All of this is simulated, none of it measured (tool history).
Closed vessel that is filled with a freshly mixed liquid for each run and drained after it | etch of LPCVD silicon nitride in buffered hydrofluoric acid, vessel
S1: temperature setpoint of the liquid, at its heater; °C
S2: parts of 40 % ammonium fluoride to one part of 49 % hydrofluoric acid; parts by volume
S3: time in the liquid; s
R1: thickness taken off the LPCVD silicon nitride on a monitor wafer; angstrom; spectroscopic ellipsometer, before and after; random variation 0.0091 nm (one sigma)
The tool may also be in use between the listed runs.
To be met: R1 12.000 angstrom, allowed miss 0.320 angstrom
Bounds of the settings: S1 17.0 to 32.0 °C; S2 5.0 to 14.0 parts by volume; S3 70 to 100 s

{"run": 1, "hour": 0.0, "S1": 25.0, "S2": 8.5, "S3": 100, "R1": 16.144}
{"run": 2, "hour": 8.0, "S1": 22.0, "S2": 8.5, "S3": 100, "R1": 13.633}
{"run": 3, "hour": 13.1, "S1": 24.0, "S2": 8.5, "S3": 100, "R1": 15.405}
{"run": 4, "hour": 14.0, "S1": 23.0, "S2": 8.5, "S3": 100, "R1": 14.527}
{"run": 5, "hour": 18.9, "S1": 22.5, "S2": 8.5, "S3": 100, "R1": 14.184}
{"run": 6, "hour": 21.7, "S1": 22.5, "S2": 8.5, "S3": 100, "R1": 13.945}
{"run": 7, "hour": 26.6, "S1": 22.0, "S2": 8.5, "S3": 100, "R1": 13.737}
{"run": 8, "hour": 32.5, "S1": 21.5, "S2": 8.5, "S3": 100, "R1": 13.4}
{"run": 9, "hour": 33.5, "S1": 21.0, "S2": 8.5, "S3": 100, "R1": 12.879}
{"run": 10, "hour": 41.5, "S1": 20.5, "S2": 8.5, "S3": 100, "R1": 12.544}

4 next moves are on the table. One of them brings every result within its allowed miss. Which?
{"run": "A", "hour": 49.5, "S1": 21.5, "S2": 8.5, "S3": 90, "R1": "?"}
{"run": "B", "hour": 49.5, "S1": 20.5, "S2": 7.5, "S3": 95, "R1": "?"}
{"run": "C", "hour": 49.5, "S1": 21.5, "S2": 8.0, "S3": 90, "R1": "?"}
{"run": "D", "hour": 49.5, "S1": 23.0, "S2": 7.0, "S3": 70, "R1": "?"}

move=A R1=12.048
move=B R1=13.777
move=C R1=12.867
move=D R1=12.557
A: meets every target
B: further off than the last run
C: further off than the last run
D: as far off as the last run
The right move is A.
